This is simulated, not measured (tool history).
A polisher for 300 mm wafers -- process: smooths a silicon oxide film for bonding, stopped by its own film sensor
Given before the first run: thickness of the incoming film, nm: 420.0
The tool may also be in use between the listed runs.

run    day  flow of slurry (ml/min)  pressure of the wafer on the pad (psi)  speed of the pad under the wafer (cm/s)  abrasive content of the slurry  target thickness at which the film sensor stops the polish (nm)  time until the film sensor stopped the polish (s)
  1  0.000                      290                                     2.8                                       98                             1.0                                                              292                                             158.60
  2  0.046                      290                                     2.8                                       98                             0.8                                                              292                                             186.00
  3  0.400                      290                                     2.1                                       98                             0.8                                                              292                                             245.03
  4  0.504                      290                                     2.1                                       98                             1.0                                                              292                                             202.04
  5  0.742                      290                                     2.4                                       98                             1.0                                                              292                                             182.22
  6  1.108                      290                                     2.6                                      100                             1.0                                                              292                                             174.91

Run 7 is up next; what results do you expect?
  7  1.146                      295                                     3.4                                      128                             1.1                                                              292                                                  ?

Run 7 yielded time until the film sensor stopped the polish (s) 108.40.
